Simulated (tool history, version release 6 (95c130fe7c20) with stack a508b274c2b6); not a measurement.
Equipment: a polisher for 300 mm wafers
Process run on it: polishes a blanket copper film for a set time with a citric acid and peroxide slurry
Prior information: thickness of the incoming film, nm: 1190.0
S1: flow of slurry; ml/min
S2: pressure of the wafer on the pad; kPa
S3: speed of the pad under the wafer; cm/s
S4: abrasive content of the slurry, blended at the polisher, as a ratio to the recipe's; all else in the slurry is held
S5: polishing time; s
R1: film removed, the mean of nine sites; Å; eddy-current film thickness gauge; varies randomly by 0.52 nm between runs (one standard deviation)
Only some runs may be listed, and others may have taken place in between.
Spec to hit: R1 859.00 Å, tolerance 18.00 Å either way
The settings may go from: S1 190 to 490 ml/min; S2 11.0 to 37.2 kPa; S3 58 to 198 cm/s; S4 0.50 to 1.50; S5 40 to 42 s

| run | day | S1 | S2 | S3 | S4 | S5 | R1 |
|---|---|---|---|---|---|---|---|
| 1 | 0.000 | 315 | 24.1 | 128 | 1.00 | 40 | 1053.70 |
| 2 | 0.229 | 315 | 23.4 | 128 | 1.00 | 40 | 1027.60 |
| 3 | 0.471 | 315 | 22.8 | 128 | 1.00 | 40 | 1002.30 |
| 4 | 0.812 | 280 | 22.8 | 128 | 1.00 | 40 | 997.90 |
| 5 | 1.012 | 280 | 22.1 | 128 | 1.00 | 40 | 954.80 |
| 6 | 1.088 | 275 | 22.1 | 128 | 1.00 | 40 | 946.54 |
| 7 | 1.367 | 250 | 19.3 | 128 | 1.00 | 40 | 836.21 |
| 8 | 1.575 | 255 | 19.3 | 128 | 1.00 | 40 | 826.39 |
| 9 | 1.921 | 260 | 19.3 | 128 | 1.00 | 40 | 831.30 |
| 10 | 1.988 | 265 | 19.3 | 128 | 1.00 | 40 | 825.62 |
|  | 2.142 | slurry nozzle cleaned |
| 11 | 2.142 | 265 | 20.0 | 128 | 1.00 | 40 | 916.22 |

Which of these 4 next moves meets every target?
| A | 2.296 | 315 | 17.9 | 148 | 0.80 | 42 | ? |
| B | 2.296 | 225 | 20.0 | 140 | 0.95 | 40 | ? |
| C | 2.296 | 210 | 19.3 | 130 | 0.75 | 42 | ? |
| D | 2.296 | 310 | 18.6 | 128 | 1.25 | 42 | ? |

| move | R1 |
|---|---|
| A | 954.31 |
| B | 961.70 |
| C | 856.15 |
| D | 947.96 |
A: the biggest miss grows against the last run
B: the biggest miss grows against the last run
C: all results in spec
D: the biggest miss grows against the last run
C is the move that brings every result within its allowed miss.
